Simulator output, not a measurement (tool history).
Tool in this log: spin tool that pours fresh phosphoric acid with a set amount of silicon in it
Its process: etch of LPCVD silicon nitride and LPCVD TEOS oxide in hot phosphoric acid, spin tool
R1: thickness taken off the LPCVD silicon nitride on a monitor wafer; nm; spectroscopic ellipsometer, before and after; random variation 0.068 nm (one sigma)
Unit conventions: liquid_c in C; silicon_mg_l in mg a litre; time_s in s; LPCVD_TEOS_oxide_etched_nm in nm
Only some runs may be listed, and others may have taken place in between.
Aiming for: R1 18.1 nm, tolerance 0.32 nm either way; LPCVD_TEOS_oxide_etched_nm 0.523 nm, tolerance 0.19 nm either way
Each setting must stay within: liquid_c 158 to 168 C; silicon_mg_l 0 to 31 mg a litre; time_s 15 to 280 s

run 1 hour=0 | liquid_c=163 silicon_mg_l=13.5 time_s=145 | R1=11.065 LPCVD_TEOS_oxide_etched_nm=0.23132
run 2 hour=6.7 | liquid_c=164 silicon_mg_l=12 time_s=160 | R1=12.553 LPCVD_TEOS_oxide_etched_nm=0.31201
run 3 hour=9.1 | liquid_c=164 silicon_mg_l=17.5 time_s=160 | R1=12.546 LPCVD_TEOS_oxide_etched_nm=0.26418
run 4 hour=16.2 | liquid_c=164 silicon_mg_l=24 time_s=160 | R1=12.551 LPCVD_TEOS_oxide_etched_nm=0.25091
run 5 hour=20.3 | liquid_c=162 silicon_mg_l=24 time_s=160 | R1=11.769 LPCVD_TEOS_oxide_etched_nm=0.17741
run 6 hour=25.9 | liquid_c=162 silicon_mg_l=24 time_s=110 | R1=8.0328 LPCVD_TEOS_oxide_etched_nm=0.1329
run 7 hour=33.4 | liquid_c=163.5 silicon_mg_l=22.5 time_s=135 | R1=10.381 LPCVD_TEOS_oxide_etched_nm=0.18405
run 8 hour=37.8 | liquid_c=166 silicon_mg_l=13.5 time_s=195 | R1=16.454 LPCVD_TEOS_oxide_etched_nm=0.43335

Pick the move, out of 4, that brings all results within their allowed miss; only one does.
run A hour=42.2 | liquid_c=167 silicon_mg_l=12 time_s=215 | R1=? LPCVD_TEOS_oxide_etched_nm=?
run B hour=42.2 | liquid_c=167 silicon_mg_l=12.5 time_s=220 | R1=? LPCVD_TEOS_oxide_etched_nm=?
run C hour=42.2 | liquid_c=167 silicon_mg_l=10.5 time_s=210 | R1=? LPCVD_TEOS_oxide_etched_nm=?
run D hour=42.2 | liquid_c=168 silicon_mg_l=13.5 time_s=210 | R1=? LPCVD_TEOS_oxide_etched_nm=?

move=A R1=18.574 LPCVD_TEOS_oxide_etched_nm=0.52736
move=B R1=19.006 LPCVD_TEOS_oxide_etched_nm=0.53335
move=C R1=18.142 LPCVD_TEOS_oxide_etched_nm=0.53307
move=D R1=18.75 LPCVD_TEOS_oxide_etched_nm=0.5346
A: the result that was furthest off in the last run now lies on the other side of its target
B: the result that was furthest off in the last run now lies on the other side of its target
C: hits every target within its allowed miss
D: the result that was furthest off in the last run now lies on the other side of its target
The right move is C.

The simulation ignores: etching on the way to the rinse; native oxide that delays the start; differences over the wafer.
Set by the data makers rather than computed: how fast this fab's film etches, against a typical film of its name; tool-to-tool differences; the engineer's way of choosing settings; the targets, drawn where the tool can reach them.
